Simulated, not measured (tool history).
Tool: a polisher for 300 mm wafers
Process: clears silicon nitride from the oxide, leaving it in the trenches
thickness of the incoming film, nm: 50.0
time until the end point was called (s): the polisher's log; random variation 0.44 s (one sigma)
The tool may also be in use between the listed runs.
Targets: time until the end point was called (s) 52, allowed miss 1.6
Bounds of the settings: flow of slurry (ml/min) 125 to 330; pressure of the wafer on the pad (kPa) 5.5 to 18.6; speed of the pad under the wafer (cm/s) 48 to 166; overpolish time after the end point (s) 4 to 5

| run | hour | flow of slurry (ml/min) | pressure of the wafer on the pad (kPa) | speed of the pad under the wafer (cm/s) | overpolish time after the end point (s) | time until the end point was called (s) |
|---|---|---|---|---|---|---|
| 1 | 0 | 210 | 11.7 | 106 | 5 | 86.077 |
| 2 | 5.4 | 215 | 13.8 | 106 | 5 | 73.137 |
| 3 | 9.9 | 170 | 13.8 | 106 | 5 | 76.272 |
| 4 | 14.5 | 170 | 11.7 | 106 | 5 | 88.07 |
| 5 | 15.6 | 180 | 13.8 | 106 | 5 | 75.278 |
| 6 | 23.5 | 180 | 13.8 | 106 | 4 | 74.419 |
| 7 | 29.2 | 190 | 15.2 | 106 | 4 | 67.683 |
| 8 | 32.4 | 200 | 16.5 | 106 | 4 | 61.638 |
| 9 | 41.2 | 200 | 16.5 | 106 | 4 | 61.17 |
| 10 | 43.4 | 205 | 17.2 | 106 | 4 | 59.202 |

Which of these 5 next moves meets every target?
| A | 45.6 | 215 | 16.5 | 102 | 5 | ? |
| B | 45.6 | 200 | 13.8 | 106 | 4 | ? |
| C | 45.6 | 270 | 15.2 | 132 | 4 | ? |
| D | 45.6 | 215 | 15.9 | 140 | 5 | ? |
| E | 45.6 | 205 | 18.6 | 120 | 4 | ? |

| move | time until the end point was called (s) |
|---|---|
| A | 62.765 |
| B | 72.992 |
| C | 51.756 |
| D | 48.079 |
| E | 48.076 |
A: further off than the last run
B: further off than the last run
C: meets every target
D: takes the result that was furthest off past its target
E: takes the result that was furthest off past its target
Move C is the one to make.
